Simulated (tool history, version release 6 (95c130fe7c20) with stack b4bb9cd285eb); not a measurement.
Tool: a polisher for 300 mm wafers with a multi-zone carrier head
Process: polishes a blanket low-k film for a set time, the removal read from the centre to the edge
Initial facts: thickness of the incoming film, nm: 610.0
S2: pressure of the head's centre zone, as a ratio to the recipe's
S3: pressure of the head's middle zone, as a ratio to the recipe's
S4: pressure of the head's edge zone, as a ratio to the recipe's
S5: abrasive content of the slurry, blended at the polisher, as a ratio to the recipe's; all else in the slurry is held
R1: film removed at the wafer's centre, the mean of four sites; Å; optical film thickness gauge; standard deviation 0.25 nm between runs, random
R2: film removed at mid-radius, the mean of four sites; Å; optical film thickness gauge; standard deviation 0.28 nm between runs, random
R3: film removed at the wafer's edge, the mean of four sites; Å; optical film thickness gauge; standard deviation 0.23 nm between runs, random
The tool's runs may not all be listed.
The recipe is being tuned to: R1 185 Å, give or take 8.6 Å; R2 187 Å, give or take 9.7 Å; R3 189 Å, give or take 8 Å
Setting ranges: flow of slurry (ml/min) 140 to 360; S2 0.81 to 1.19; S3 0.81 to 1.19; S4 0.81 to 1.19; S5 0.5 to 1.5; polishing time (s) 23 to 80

run 1 hour=0 | flow_of_slurry_(ml/min)=230 S2=1 S3=1 S4=1 S5=1 polishing_time_(s)=51 | R1=284.58 R2=290.77 R3=291.71
run 2 hour=0.8 | flow_of_slurry_(ml/min)=230 S2=0.99 S3=0.99 S4=0.98 S5=0.9 polishing_time_(s)=49 | R1=253.53 R2=255.38 R3=260.38
run 3 hour=2.9 | flow_of_slurry_(ml/min)=230 S2=1.03 S3=0.99 S4=0.98 S5=0.9 polishing_time_(s)=49 | R1=259.58 R2=262.45 R3=253.73
run 4 hour=7 | flow_of_slurry_(ml/min)=225 S2=1.01 S3=0.98 S4=0.96 S5=0.8 polishing_time_(s)=49 | R1=245.58 R2=248.06 R3=248.68
run 5 hour=8.4 | flow_of_slurry_(ml/min)=225 S2=1.01 S3=0.98 S4=0.96 S5=0.65 polishing_time_(s)=49 | R1=226.81 R2=223.89 R3=220.99
run 6 hour=11.1 | flow_of_slurry_(ml/min)=225 S2=1 S3=0.98 S4=0.96 S5=0.6 polishing_time_(s)=48 | R1=212.91 R2=207.78 R3=214.96
run 7 hour=17.8 | flow_of_slurry_(ml/min)=225 S2=0.99 S3=0.99 S4=0.95 S5=0.6 polishing_time_(s)=47 | R1=204.14 R2=208.67 R3=202.75
run 8 hour=23.7 | flow_of_slurry_(ml/min)=225 S2=0.98 S3=0.98 S4=0.94 S5=0.6 polishing_time_(s)=47 | R1=199.95 R2=208.46 R3=200.2
run 9 hour=24.8 | flow_of_slurry_(ml/min)=225 S2=0.98 S3=0.98 S4=0.94 S5=0.6 polishing_time_(s)=47 | R1=198.76 R2=207.61 R3=203.84

Exercise: of the 4 proposed moves below, exactly one satisfies all targets within the stated allowed misses. Which move is it?
run A hour=25.9 | flow_of_slurry_(ml/min)=225 S2=0.94 S3=0.81 S4=1.11 S5=0.5 polishing_time_(s)=48 | R1=? R2=? R3=?
run B hour=25.9 | flow_of_slurry_(ml/min)=185 S2=1 S3=0.97 S4=0.97 S5=0.6 polishing_time_(s)=44 | R1=? R2=? R3=?
run C hour=25.9 | flow_of_slurry_(ml/min)=215 S2=0.81 S3=0.87 S4=0.97 S5=0.6 polishing_time_(s)=49 | R1=? R2=? R3=?
run D hour=25.9 | flow_of_slurry_(ml/min)=210 S2=0.88 S3=0.83 S4=0.99 S5=0.5 polishing_time_(s)=52 | R1=? R2=? R3=?

move=A R1=186.81 R2=173.79 R3=210.5
move=B R1=190.59 R2=189.77 R3=194.72
move=C R1=183.36 R2=200.87 R3=220.18
move=D R1=190.29 R2=189.67 R3=216.23
A: the result that was furthest off in the last run now lies on the other side of its target
B: all results in spec
C: the biggest miss grows against the last run
D: brings the result that was furthest off to its target, and leaves another outside
So the answer is move B, the one that meets all the targets.
